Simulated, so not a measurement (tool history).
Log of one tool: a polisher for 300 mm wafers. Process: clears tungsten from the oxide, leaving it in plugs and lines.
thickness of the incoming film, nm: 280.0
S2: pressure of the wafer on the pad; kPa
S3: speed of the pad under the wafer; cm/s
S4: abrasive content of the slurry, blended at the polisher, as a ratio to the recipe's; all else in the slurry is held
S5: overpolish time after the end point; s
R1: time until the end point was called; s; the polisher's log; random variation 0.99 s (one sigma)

{"run": 1, "hour": 0.0, "flow of slurry (ml/min)": 290, "S2": 19.3, "S3": 122, "S4": 1, "S5": 3, "R1": 73.164}
{"run": 2, "hour": 8.5, "flow of slurry (ml/min)": 350, "S2": 19.3, "S3": 122, "S4": 1, "S5": 3, "R1": 70.399}
{"run": 3, "hour": 11.7, "flow of slurry (ml/min)": 350, "S2": 20, "S3": 122, "S4": 1, "S5": 3, "R1": 66.082}
{"run": 4, "hour": 16.1, "flow of slurry (ml/min)": 350, "S2": 20, "S3": 122, "S4": 1, "S5": 3, "R1": 67.117}
{"hour": 21.7, "done": "slurry nozzle cleaned"}
{"run": 5, "hour": 21.7, "flow of slurry (ml/min)": 290, "S2": 20, "S3": 122, "S4": 1, "S5": 3, "R1": 65.815}
{"run": 6, "hour": 26.5, "flow of slurry (ml/min)": 290, "S2": 20.7, "S3": 122, "S4": 1, "S5": 3, "R1": 61.912}
{"run": 7, "hour": 34.4, "flow of slurry (ml/min)": 290, "S2": 22.1, "S3": 122, "S4": 1, "S5": 3, "R1": 62.714}

Run 8 comes next. What will it give?
{"run": 8, "hour": 40.7, "flow of slurry (ml/min)": 290, "S2": 22.8, "S3": 122, "S4": 1, "S5": 3, "R1": "?"}

Run 8 gave R1 59.177 s.

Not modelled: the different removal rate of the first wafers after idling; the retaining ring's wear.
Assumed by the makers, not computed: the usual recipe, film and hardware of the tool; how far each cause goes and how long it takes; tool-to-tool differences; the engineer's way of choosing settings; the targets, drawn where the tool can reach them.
